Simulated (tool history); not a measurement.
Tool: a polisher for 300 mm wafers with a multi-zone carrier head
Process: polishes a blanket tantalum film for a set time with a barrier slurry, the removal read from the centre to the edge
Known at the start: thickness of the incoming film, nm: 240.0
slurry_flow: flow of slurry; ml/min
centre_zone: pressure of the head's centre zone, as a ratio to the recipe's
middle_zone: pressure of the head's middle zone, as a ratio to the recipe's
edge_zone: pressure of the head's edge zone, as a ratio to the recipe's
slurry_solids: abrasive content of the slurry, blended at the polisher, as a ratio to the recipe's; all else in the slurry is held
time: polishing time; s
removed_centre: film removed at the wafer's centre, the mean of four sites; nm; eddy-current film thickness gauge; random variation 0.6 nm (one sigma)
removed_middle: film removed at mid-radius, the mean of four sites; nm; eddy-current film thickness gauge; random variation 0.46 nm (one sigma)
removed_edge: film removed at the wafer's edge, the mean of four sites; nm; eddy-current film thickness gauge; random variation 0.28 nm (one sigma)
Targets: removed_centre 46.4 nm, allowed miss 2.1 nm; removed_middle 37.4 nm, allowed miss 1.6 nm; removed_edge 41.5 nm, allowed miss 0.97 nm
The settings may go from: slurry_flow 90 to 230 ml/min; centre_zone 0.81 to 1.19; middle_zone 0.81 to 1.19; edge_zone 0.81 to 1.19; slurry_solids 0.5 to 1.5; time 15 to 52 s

run 1 day=0 | slurry_flow=150 centre_zone=1 middle_zone=1 edge_zone=1 slurry_solids=1 time=33 | removed_centre=56.819 removed_middle=49.242 removed_edge=50.027
run 2 day=0.367 | slurry_flow=140 centre_zone=0.98 middle_zone=0.95 edge_zone=0.96 slurry_solids=0.9 time=33 | removed_centre=53.52 removed_middle=46.347 removed_edge=47.549
run 3 day=0.604 | slurry_flow=140 centre_zone=0.98 middle_zone=0.95 edge_zone=0.96 slurry_solids=0.9 time=37 | removed_centre=58.73 removed_middle=51.919 removed_edge=53.341
run 4 day=0.962 | slurry_flow=135 centre_zone=0.98 middle_zone=0.91 edge_zone=0.95 slurry_solids=0.8 time=36 | removed_centre=53.773 removed_middle=45.505 removed_edge=50.128
run 5 day=1.312 | slurry_flow=130 centre_zone=0.99 middle_zone=0.9 edge_zone=0.92 slurry_solids=0.7 time=36 | removed_centre=51.247 removed_middle=44.586 removed_edge=46.594
run 6 day=1.512 | slurry_flow=150 centre_zone=0.99 middle_zone=0.9 edge_zone=0.92 slurry_solids=0.7 time=36 | removed_centre=53.868 removed_middle=45.734 removed_edge=46.997
run 7 day=1.604 | slurry_flow=140 centre_zone=1 middle_zone=0.87 edge_zone=0.9 slurry_solids=0.65 time=36 | removed_centre=50.863 removed_middle=42.366 removed_edge=44.857
run 8 day=1.671 | slurry_flow=130 centre_zone=1 middle_zone=0.85 edge_zone=0.88 slurry_solids=0.65 time=36 | removed_centre=50.632 removed_middle=41.634 removed_edge=43.949
run 9 day=1.708 | slurry_flow=125 centre_zone=1 middle_zone=0.84 edge_zone=0.88 slurry_solids=0.6 time=36 | removed_centre=48.437 removed_middle=39.492 removed_edge=42.094

4 next moves are on the table. One of them brings every result within its allowed miss. Which?
run A day=1.746 | slurry_flow=135 centre_zone=1 middle_zone=0.85 edge_zone=0.88 slurry_solids=0.5 time=36 | removed_centre=? removed_middle=? removed_edge=?
run B day=1.746 | slurry_flow=135 centre_zone=0.87 middle_zone=1.02 edge_zone=1.01 slurry_solids=0.55 time=35 | removed_centre=? removed_middle=? removed_edge=?
run C day=1.746 | slurry_flow=160 centre_zone=0.96 middle_zone=0.81 edge_zone=0.9 slurry_solids=0.5 time=36 | removed_centre=? removed_middle=? removed_edge=?
run D day=1.746 | slurry_flow=95 centre_zone=0.93 middle_zone=0.84 edge_zone=0.82 slurry_solids=0.5 time=40 | removed_centre=? removed_middle=? removed_edge=?

move=A removed_centre=46.041 removed_middle=36.583 removed_edge=40.283
move=B removed_centre=40.577 removed_middle=41.02 removed_edge=43.43
move=C removed_centre=46.044 removed_middle=36.989 removed_edge=41.785
move=D removed_centre=42.27 removed_middle=36.454 removed_edge=40.423
A: brings the result that was furthest off to its target, and leaves another outside
B: further off than the last run
C: meets every target
D: brings the result that was furthest off to its target, and leaves another outside
Answer: C

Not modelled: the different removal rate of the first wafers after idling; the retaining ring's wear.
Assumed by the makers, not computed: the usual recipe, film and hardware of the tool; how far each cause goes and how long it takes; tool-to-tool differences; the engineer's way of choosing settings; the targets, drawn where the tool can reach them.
